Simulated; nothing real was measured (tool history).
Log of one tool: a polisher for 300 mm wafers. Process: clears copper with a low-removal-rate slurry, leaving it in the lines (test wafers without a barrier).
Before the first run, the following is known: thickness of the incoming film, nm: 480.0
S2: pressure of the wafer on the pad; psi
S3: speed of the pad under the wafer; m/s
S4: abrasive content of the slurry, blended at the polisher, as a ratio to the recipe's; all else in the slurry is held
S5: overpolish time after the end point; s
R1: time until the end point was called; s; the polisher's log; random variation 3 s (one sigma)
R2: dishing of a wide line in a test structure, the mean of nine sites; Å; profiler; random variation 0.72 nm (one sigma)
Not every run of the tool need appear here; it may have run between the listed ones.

Run 1, hour 0: flow of slurry (ml/min) 170, S2 3 psi, S3 0.94 m/s, S4 1, S5 23 s. Result: R1 153.24 s, R2 438.96 Å.
Run 2, hour 1.9: flow of slurry (ml/min) 170, S2 3 psi, S3 0.94 m/s, S4 0.9, S5 23 s. Result: R1 152.83 s, R2 440.08 Å.
Run 3, hour 5.9: flow of slurry (ml/min) 205, S2 3 psi, S3 0.94 m/s, S4 0.9, S5 23 s. Result: R1 151.44 s, R2 428.64 Å.
Run 4, hour 9.7: flow of slurry (ml/min) 205, S2 3 psi, S3 0.94 m/s, S4 1, S5 23 s. Result: R1 149.79 s, R2 443.04 Å.
Run 5, hour 18.5: flow of slurry (ml/min) 205, S2 3 psi, S3 1.16 m/s, S4 1, S5 23 s. Result: R1 124.71 s, R2 515.45 Å.
Run 6, hour 26: flow of slurry (ml/min) 205, S2 3 psi, S3 1.16 m/s, S4 1, S5 17 s. Result: R1 125.91 s, R2 391.33 Å.

For run 7, what comes out?
Run 7, hour 31.8: flow of slurry (ml/min) 205, S2 2.5 psi, S3 1.08 m/s, S4 1, S5 22 s. Result: R1 ?, R2 ?.

{"run 7": {"R1": 158.17, "R2": 412.45}}
